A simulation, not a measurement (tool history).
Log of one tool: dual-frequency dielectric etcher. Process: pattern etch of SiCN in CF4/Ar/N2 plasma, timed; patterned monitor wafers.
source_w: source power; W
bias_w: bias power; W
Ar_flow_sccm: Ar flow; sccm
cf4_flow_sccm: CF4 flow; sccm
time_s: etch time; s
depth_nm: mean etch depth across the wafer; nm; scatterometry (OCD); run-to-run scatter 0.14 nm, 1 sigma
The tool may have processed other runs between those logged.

run    day  source_w  bias_w  Ar_flow_sccm  cf4_flow_sccm  time_s  depth_nm
  1  0.000       390      59            93             55     129    83.970
  2  0.054       390      64            93             55     129    86.673
  3  0.417       340      62            94             54     129    73.764
  4  0.575       340      62            94             46     129    71.211
  5  0.638       340      62            94             43     129    70.463
  6  0.775       390      62            94             43     129    81.314
  7  0.825       350      61            94             43     129    72.167

The next listed run, before its measurement:
  8  1.192       330      61            94             43     129         ?

{"run 8": {"depth_nm": 67.836}}
